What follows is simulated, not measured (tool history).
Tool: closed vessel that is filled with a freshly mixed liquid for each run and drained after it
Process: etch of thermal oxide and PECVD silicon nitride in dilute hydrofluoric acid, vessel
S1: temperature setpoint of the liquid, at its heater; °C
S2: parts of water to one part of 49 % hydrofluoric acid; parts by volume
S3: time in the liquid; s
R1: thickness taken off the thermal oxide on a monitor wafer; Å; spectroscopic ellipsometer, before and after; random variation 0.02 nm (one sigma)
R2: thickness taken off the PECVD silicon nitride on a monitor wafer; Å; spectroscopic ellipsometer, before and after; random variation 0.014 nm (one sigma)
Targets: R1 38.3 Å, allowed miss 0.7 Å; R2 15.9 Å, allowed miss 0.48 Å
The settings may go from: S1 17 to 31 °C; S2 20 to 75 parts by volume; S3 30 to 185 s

{"run": 1, "hour": 0.0, "S1": 23, "S2": 45, "S3": 95, "R1": 100.45, "R2": 44.244}
{"run": 2, "hour": 8.6, "S1": 22.5, "S2": 50, "S3": 95, "R1": 88.375, "R2": 38.955}
{"run": 3, "hour": 9.9, "S1": 22, "S2": 55, "S3": 95, "R1": 77.615, "R2": 34.356}
{"run": 4, "hour": 12.7, "S1": 21.5, "S2": 55, "S3": 95, "R1": 76.432, "R2": 33.122}
{"run": 5, "hour": 19.3, "S1": 21, "S2": 55, "S3": 95, "R1": 74.389, "R2": 32.349}
{"run": 6, "hour": 27.5, "S1": 20.5, "S2": 55, "S3": 95, "R1": 74.156, "R2": 31.219}
{"run": 7, "hour": 28.4, "S1": 20, "S2": 55, "S3": 95, "R1": 71.587, "R2": 30.365}
{"run": 8, "hour": 34.6, "S1": 19.5, "S2": 55, "S3": 95, "R1": 69.958, "R2": 28.941}
{"run": 9, "hour": 42.9, "S1": 18.5, "S2": 65, "S3": 90, "R1": 53.087, "R2": 21.749}
{"run": 10, "hour": 48.8, "S1": 18.5, "S2": 70, "S3": 85, "R1": 47, "R2": 19.504}
{"run": 11, "hour": 55.0, "S1": 18, "S2": 75, "S3": 80, "R1": 39.731, "R2": 16.213}

Which of these 5 next moves meets every target?
{"run": "A", "hour": 61.2, "S1": 17, "S2": 70, "S3": 80, "R1": "?", "R2": "?"}
{"run": "B", "hour": 61.2, "S1": 22, "S2": 75, "S3": 65, "R1": "?", "R2": "?"}
{"run": "C", "hour": 61.2, "S1": 17, "S2": 75, "S3": 90, "R1": "?", "R2": "?"}
{"run": "D", "hour": 61.2, "S1": 17, "S2": 65, "S3": 75, "R1": "?", "R2": "?"}
{"run": "E", "hour": 61.2, "S1": 18.5, "S2": 70, "S3": 70, "R1": "?", "R2": "?"}

move=A R1=41.248 R2=16.016
move=B R1=38.368 R2=17.188
move=C R1=43.077 R2=16.852
move=D R1=41.873 R2=16.133
move=E R1=38.479 R2=15.568
A: further off than the last run
B: brings the result that was furthest off to its target, and leaves another outside
C: further off than the last run
D: further off than the last run
E: meets every target
Move E is the one to make.

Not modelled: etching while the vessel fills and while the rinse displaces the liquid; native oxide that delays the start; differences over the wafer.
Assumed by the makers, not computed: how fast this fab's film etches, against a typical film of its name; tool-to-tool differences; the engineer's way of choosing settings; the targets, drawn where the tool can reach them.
